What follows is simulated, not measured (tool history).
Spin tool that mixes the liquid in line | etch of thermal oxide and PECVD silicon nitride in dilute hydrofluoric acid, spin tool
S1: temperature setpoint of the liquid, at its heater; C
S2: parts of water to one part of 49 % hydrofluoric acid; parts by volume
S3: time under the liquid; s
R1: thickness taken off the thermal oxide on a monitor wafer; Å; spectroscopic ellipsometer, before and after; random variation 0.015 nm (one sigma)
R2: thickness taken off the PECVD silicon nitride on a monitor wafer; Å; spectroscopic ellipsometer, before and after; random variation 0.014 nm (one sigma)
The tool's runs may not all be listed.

| run | hour | S1 | S2 | S3 | R1 | R2 |
|---|---|---|---|---|---|---|
| 1 | 0 | 25 | 230 | 180 | 31.203 | 22.994 |
| 2 | 3.9 | 27 | 230 | 180 | 33.976 | 26.007 |
| 3 | 10.7 | 25 | 250 | 180 | 27.979 | 20.952 |
| 4 | 17.8 | 25 | 315 | 180 | 20.796 | 16.716 |
| 5 | 25.5 | 23 | 320 | 180 | 19.157 | 14.291 |
| 6 | 33.9 | 23 | 270 | 180 | 23.939 | 17.248 |
| 7 | 42.3 | 22 | 285 | 180 | 21.554 | 15.595 |
| 8 | 47.2 | 21 | 295 | 180 | 19.746 | 13.531 |

Run 9 comes next. What will it give?
| 9 | 51 | 20.5 | 310 | 180 | ? | ? |

Run 9 gave R1 18.351 Å, R2 12.63 Å.

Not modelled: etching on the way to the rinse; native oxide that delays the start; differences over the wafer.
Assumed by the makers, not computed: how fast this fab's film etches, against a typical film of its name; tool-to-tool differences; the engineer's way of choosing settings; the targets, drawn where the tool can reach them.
